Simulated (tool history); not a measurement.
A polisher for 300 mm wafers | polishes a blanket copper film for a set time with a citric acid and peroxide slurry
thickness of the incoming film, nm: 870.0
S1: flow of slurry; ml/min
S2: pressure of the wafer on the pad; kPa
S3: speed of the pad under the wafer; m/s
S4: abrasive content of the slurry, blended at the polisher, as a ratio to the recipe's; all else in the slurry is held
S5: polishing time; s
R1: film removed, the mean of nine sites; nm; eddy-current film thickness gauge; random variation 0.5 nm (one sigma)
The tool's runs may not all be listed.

run	hour	S1	S2	S3	S4	S5	R1
1	0.0	305	14.5	1.20	1.00	48	103.090
2	5.6	305	14.5	1.02	1.00	48	88.335
3	12.3	305	14.5	1.02	0.95	48	88.703
4	20.8	305	13.1	1.02	0.95	48	83.833
5	25.3	305	11.7	1.00	0.95	48	75.585
6	29.9	305	11.7	1.00	0.75	48	73.613
7	31.6	305	11.0	1.00	0.75	48	71.069

Forecast run 8:
# hour 35.8: slurry nozzle cleaned
8	35.8	305	10.3	1.00	0.75	48	?

R1: 70.106 nm
